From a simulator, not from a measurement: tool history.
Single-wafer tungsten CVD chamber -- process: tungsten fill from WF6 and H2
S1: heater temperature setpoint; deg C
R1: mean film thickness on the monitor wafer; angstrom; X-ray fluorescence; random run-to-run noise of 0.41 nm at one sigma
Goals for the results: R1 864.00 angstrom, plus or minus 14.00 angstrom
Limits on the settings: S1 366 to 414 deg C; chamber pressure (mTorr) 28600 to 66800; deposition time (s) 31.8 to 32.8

run 1 hour=0.0 | S1=390 chamber_pressure_(mTorr)=47700 deposition_time_(s)=31.8 | R1=1034.20
run 2 hour=5.5 | S1=395 chamber_pressure_(mTorr)=47700 deposition_time_(s)=31.8 | R1=1108.50
run 3 hour=13.0 | S1=392 chamber_pressure_(mTorr)=47600 deposition_time_(s)=31.8 | R1=1063.80
run 4 hour=17.5 | S1=389 chamber_pressure_(mTorr)=47500 deposition_time_(s)=31.8 | R1=1006.50
run 5 hour=25.4 | S1=383 chamber_pressure_(mTorr)=47500 deposition_time_(s)=31.8 | R1=912.84
run 6 hour=28.1 | S1=383 chamber_pressure_(mTorr)=47500 deposition_time_(s)=32.8 | R1=943.37
run 7 hour=36.2 | S1=382 chamber_pressure_(mTorr)=47500 deposition_time_(s)=32.8 | R1=926.44
run 8 hour=43.2 | S1=381 chamber_pressure_(mTorr)=47500 deposition_time_(s)=32.8 | R1=909.14

Exactly one of the 5 candidate moves below puts every result within its allowed miss. Which one?
run A hour=50.2 | S1=384 chamber_pressure_(mTorr)=50800 deposition_time_(s)=32.1 | R1=?
run B hour=50.2 | S1=379 chamber_pressure_(mTorr)=63600 deposition_time_(s)=32.6 | R1=?
run C hour=50.2 | S1=379 chamber_pressure_(mTorr)=50200 deposition_time_(s)=31.8 | R1=?
run D hour=50.2 | S1=382 chamber_pressure_(mTorr)=56600 deposition_time_(s)=32.8 | R1=?
run E hour=50.2 | S1=378 chamber_pressure_(mTorr)=45700 deposition_time_(s)=32.1 | R1=?

move=A R1=961.73
move=B R1=978.63
move=C R1=868.31
move=D R1=990.71
move=E R1=829.07
A: the biggest miss grows against the last run
B: the biggest miss grows against the last run
C: in spec on every target
D: the biggest miss grows against the last run
E: moves the result that the last run missed by most past its target, out the other side
C is the move that brings every result within its allowed miss.

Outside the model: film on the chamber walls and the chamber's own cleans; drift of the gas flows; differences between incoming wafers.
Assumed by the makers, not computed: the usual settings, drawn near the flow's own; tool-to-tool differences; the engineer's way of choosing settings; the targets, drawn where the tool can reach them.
